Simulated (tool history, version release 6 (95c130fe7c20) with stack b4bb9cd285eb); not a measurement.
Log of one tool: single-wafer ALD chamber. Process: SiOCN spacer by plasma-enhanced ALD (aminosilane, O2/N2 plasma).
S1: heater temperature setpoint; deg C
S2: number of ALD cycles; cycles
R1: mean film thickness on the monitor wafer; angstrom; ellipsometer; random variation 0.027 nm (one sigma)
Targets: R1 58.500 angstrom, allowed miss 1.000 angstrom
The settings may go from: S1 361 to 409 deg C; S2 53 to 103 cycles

{"run": 1, "hour": 0.0, "S1": 385, "S2": 78, "R1": 50.386}
{"run": 2, "hour": 5.4, "S1": 385, "S2": 69, "R1": 44.492}
{"run": 3, "hour": 7.5, "S1": 385, "S2": 71, "R1": 45.503}
{"run": 4, "hour": 14.3, "S1": 385, "S2": 79, "R1": 51.009}
{"run": 5, "hour": 19.4, "S1": 377, "S2": 79, "R1": 50.601}
{"run": 6, "hour": 23.4, "S1": 377, "S2": 85, "R1": 54.516}
{"run": 7, "hour": 26.8, "S1": 377, "S2": 85, "R1": 54.51}
{"run": 8, "hour": 34.7, "S1": 377, "S2": 86, "R1": 55.744}
{"run": 9, "hour": 41.8, "S1": 377, "S2": 88, "R1": 56.304}

Which of these 4 next moves meets every target?
{"run": "A", "hour": 48.9, "S1": 369, "S2": 91, "R1": "?"}
{"run": "B", "hour": 48.9, "S1": 366, "S2": 95, "R1": "?"}
{"run": "C", "hour": 48.9, "S1": 373, "S2": 95, "R1": "?"}
{"run": "D", "hour": 48.9, "S1": 379, "S2": 96, "R1": "?"}

move=A R1=58.492
move=B R1=61.063
move=C R1=61.063
move=D R1=61.706
A: meets every target
B: takes the result that was furthest off past its target
C: takes the result that was furthest off past its target
D: takes the result that was furthest off past its target
Move A is the one to make.
